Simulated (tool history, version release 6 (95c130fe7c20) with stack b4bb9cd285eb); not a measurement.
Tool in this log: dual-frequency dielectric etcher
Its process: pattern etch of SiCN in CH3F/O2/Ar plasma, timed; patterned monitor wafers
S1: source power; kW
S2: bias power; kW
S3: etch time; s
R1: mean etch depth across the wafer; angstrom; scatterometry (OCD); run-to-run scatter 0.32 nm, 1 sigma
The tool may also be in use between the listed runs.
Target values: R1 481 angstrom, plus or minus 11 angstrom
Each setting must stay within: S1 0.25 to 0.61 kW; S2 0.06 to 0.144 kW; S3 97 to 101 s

| run | hour | S1 | S2 | S3 | R1 |
|---|---|---|---|---|---|
| 1 | 0 | 0.43 | 0.102 | 97 | 416.52 |
| 2 | 7.6 | 0.43 | 0.102 | 97 | 411.62 |
| 3 | 9.3 | 0.43 | 0.087 | 97 | 392.67 |
| 4 | 10.3 | 0.45 | 0.089 | 97 | 405.21 |
| 5 | 15 | 0.42 | 0.089 | 97 | 389.82 |
|  | 18.8 | bias power generator calibrated |
| 6 | 18.8 | 0.49 | 0.089 | 97 | 419.56 |
| 7 | 26.2 | 0.5 | 0.09 | 97 | 426.18 |
| 8 | 26.8 | 0.51 | 0.091 | 97 | 428.48 |

Which of these 4 next moves meets every target?
| A | 27.4 | 0.56 | 0.099 | 101 | ? |
| B | 27.4 | 0.53 | 0.1 | 98.5 | ? |
| C | 27.4 | 0.52 | 0.095 | 100.5 | ? |
| D | 27.4 | 0.61 | 0.08 | 98 | ? |

| move | R1 |
|---|---|
| A | 483.74 |
| B | 461.45 |
| C | 459.9 |
| D | 460.03 |
A: each result inside its tolerance
B: moves toward the targets from the last run without getting all of them in spec
C: moves toward the targets from the last run without getting all of them in spec
D: moves toward the targets from the last run without getting all of them in spec
The move that meets every target is A.
